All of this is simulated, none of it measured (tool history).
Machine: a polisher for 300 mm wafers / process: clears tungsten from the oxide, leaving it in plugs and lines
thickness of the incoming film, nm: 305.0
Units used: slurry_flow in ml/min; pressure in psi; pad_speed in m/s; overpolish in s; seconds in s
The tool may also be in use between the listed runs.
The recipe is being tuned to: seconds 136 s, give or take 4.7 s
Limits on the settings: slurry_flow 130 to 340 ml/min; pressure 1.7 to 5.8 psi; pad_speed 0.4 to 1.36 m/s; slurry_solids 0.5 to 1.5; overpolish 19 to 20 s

run	hour	slurry_flow	pressure	pad_speed	slurry_solids	overpolish	seconds
1	0	220	3.7	0.88	1	19	73.858
2	2.5	220	3.7	0.88	0.85	19	77.669
3	4.3	220	3.7	0.88	0.85	20	76.457
4	13	220	3.7	0.88	0.9	20	76.831
5	18	220	3.7	1.1	0.9	20	62.215
6	19.7	220	3.7	1.1	0.9	19	61.62
7	25.8	215	3.1	1.02	0.9	19	78.537
8	33.7	215	2.7	0.96	0.9	19	94.724

Below are 5 possible settings for the next run. Only one of them brings all results inside the allowed miss of their targets. Which is it?
A	41.6	210	2.1	0.82	0.95	19	?
B	41.6	200	1.9	0.86	0.8	20	?
C	41.6	220	2.4	0.78	1.1	19	?
D	41.6	230	2.6	0.64	0.75	19	?
E	41.6	185	1.9	0.84	0.95	20	?

move	seconds
A	138.66
B	152.21
C	123.42
D	150.76
E	151.27
A: hits every target within its allowed miss
B: carries the result that was furthest off beyond its target, to the other side
C: closes in on the targets versus the last run, not all within tolerance yet
D: carries the result that was furthest off beyond its target, to the other side
E: carries the result that was furthest off beyond its target, to the other side
Move A is the one to make.

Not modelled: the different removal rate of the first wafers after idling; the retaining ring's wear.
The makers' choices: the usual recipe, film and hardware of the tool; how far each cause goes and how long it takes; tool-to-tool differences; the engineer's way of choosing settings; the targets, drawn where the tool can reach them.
